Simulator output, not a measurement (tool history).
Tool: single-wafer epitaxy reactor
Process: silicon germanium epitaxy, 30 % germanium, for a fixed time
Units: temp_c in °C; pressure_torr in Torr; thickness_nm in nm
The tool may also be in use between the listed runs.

run,hour,temp_c,pressure_torr,thickness_nm
1,0.0,605,26.9,69.131
2,6.1,595,26.9,56.469
3,13.7,593,26.7,54.016
4,14.5,591,26.6,51.762
5,15.3,589,26.5,50.310
6,18.5,589,29.3,51.702
7,24.2,589,29.3,51.673
8,31.6,588,28.7,50.394
9,32.5,587,28.1,48.668

Forecast run 10:
10,40.6,587,28.1,?

thickness_nm: 48.785 nm

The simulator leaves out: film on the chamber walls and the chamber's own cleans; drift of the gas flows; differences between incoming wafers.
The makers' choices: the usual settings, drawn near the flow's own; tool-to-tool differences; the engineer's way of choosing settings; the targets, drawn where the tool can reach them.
